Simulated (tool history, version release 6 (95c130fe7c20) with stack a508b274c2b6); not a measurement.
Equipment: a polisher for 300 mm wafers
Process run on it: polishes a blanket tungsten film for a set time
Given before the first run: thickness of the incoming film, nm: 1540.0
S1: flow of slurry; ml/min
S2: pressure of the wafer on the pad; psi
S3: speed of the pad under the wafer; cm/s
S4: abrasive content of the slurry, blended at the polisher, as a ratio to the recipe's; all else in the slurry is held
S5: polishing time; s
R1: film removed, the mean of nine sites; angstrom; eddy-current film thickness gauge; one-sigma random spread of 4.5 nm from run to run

run	hour	S1	S2	S3	S4	S5	R1
1	0.0	260	4.6	116	1.00	88	6474.2
2	4.3	260	4.6	116	0.85	88	6364.5
3	9.0	260	4.1	116	0.85	88	5710.0
4	16.6	260	3.7	116	0.85	88	5224.1
5	17.4	260	4.1	116	0.85	88	5668.0
6	25.0	260	3.7	116	0.85	88	5139.7
7	29.2	260	3.5	116	0.85	88	4935.4
8	33.7	260	2.6	114	0.85	88	3778.3

Run 9 comes next. What will it give?
9	41.9	260	2.7	114	0.85	88	?

R1: 3847.7 angstrom
